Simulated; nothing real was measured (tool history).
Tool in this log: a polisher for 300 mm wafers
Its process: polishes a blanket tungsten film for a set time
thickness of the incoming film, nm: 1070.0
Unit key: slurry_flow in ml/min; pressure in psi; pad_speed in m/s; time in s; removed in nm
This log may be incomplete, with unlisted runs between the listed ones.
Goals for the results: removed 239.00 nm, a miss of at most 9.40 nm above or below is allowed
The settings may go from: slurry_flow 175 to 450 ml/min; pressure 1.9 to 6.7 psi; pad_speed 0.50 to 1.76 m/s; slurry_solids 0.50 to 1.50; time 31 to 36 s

run,day,slurry_flow,pressure,pad_speed,slurry_solids,time,removed
1,0.000,290,4.3,1.12,1.00,36,186.64
2,0.138,290,4.5,1.12,1.00,36,200.32
3,0.283,290,4.6,1.12,1.00,36,198.10
4,0.542,290,4.6,1.12,1.15,36,204.41
5,0.662,290,4.7,1.12,1.15,36,207.23
6,1.008,290,4.8,1.12,1.15,36,215.29
7,1.058,290,4.9,1.12,1.15,36,218.54
8,1.225,290,5.0,1.12,1.15,36,220.38
9,1.300,290,5.0,1.12,1.15,36,223.89
10,1.379,290,5.1,1.12,1.15,36,225.07

Of the 5 settings listed for the next run, only one would bring every result within its allowed miss of target. Which one?
A,1.458,280,5.5,1.16,1.20,31,?
B,1.458,185,4.3,1.36,1.15,36,?
C,1.458,380,3.9,1.42,1.30,36,?
D,1.458,195,5.1,1.14,1.10,36,?
E,1.458,210,5.2,1.12,1.05,36,?

move,removed
A,219.53
B,224.68
C,237.13
D,220.42
E,220.44
A: further off than the last run
B: neither nearer nor further off than the last run
C: all results land within tolerance of their targets
D: further off than the last run
E: further off than the last run
Move C is the one to make.

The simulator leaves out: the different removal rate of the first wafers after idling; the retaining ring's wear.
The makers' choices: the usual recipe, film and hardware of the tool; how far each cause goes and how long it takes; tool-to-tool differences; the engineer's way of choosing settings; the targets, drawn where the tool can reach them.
